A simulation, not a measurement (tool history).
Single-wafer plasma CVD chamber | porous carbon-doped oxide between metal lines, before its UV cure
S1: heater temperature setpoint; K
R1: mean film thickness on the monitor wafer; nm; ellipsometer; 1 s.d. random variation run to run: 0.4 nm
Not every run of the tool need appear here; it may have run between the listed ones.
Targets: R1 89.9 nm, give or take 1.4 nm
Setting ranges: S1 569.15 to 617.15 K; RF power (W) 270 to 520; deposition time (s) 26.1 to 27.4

{"run": 1, "hour": 0.0, "S1": 593.15, "RF power (W)": 395, "deposition time (s)": 27.4, "R1": 107.56}
{"run": 2, "hour": 6.9, "S1": 598.15, "RF power (W)": 385, "deposition time (s)": 27.4, "R1": 102.15}
{"run": 3, "hour": 7.7, "S1": 602.15, "RF power (W)": 380, "deposition time (s)": 27.4, "R1": 99.833}
{"run": 4, "hour": 12.9, "S1": 602.15, "RF power (W)": 405, "deposition time (s)": 27.4, "R1": 104.11}
{"run": 5, "hour": 17.1, "S1": 602.15, "RF power (W)": 455, "deposition time (s)": 27.4, "R1": 114.62}
{"run": 6, "hour": 17.8, "S1": 605.15, "RF power (W)": 435, "deposition time (s)": 27.3, "R1": 109.16}
{"run": 7, "hour": 19.7, "S1": 607.15, "RF power (W)": 415, "deposition time (s)": 27.2, "R1": 104.16}
{"run": 8, "hour": 27.2, "S1": 609.15, "RF power (W)": 400, "deposition time (s)": 27.2, "R1": 99.452}
{"run": 9, "hour": 30.9, "S1": 611.15, "RF power (W)": 390, "deposition time (s)": 27.2, "R1": 96.788}
{"hour": 32.0, "done": "thermocouple changed; heater temperature recalibrated"}
{"run": 10, "hour": 32.0, "S1": 612.15, "RF power (W)": 385, "deposition time (s)": 27.2, "R1": 96.295}
{"run": 11, "hour": 40.7, "S1": 613.15, "RF power (W)": 380, "deposition time (s)": 27.2, "R1": 95.273}

Exactly one of the 5 candidate moves below puts every result within its allowed miss. Which one?
{"run": "A", "hour": 49.4, "S1": 617.15, "RF power (W)": 360, "deposition time (s)": 26.1, "R1": "?"}
{"run": "B", "hour": 49.4, "S1": 609.15, "RF power (W)": 345, "deposition time (s)": 26.1, "R1": "?"}
{"run": "C", "hour": 49.4, "S1": 617.15, "RF power (W)": 380, "deposition time (s)": 26.8, "R1": "?"}
{"run": "D", "hour": 49.4, "S1": 606.15, "RF power (W)": 320, "deposition time (s)": 27.4, "R1": "?"}
{"run": "E", "hour": 49.4, "S1": 612.15, "RF power (W)": 370, "deposition time (s)": 26.1, "R1": "?"}

move=A R1=86.071
move=B R1=85.97
move=C R1=92.302
move=D R1=85.816
move=E R1=89.889
A: pushes the last run's worst result past its target
B: pushes the last run's worst result past its target
C: gains on the last run, yet a result remains outside its allowed miss
D: pushes the last run's worst result past its target
E: in spec on every target
Move E is the one to make.
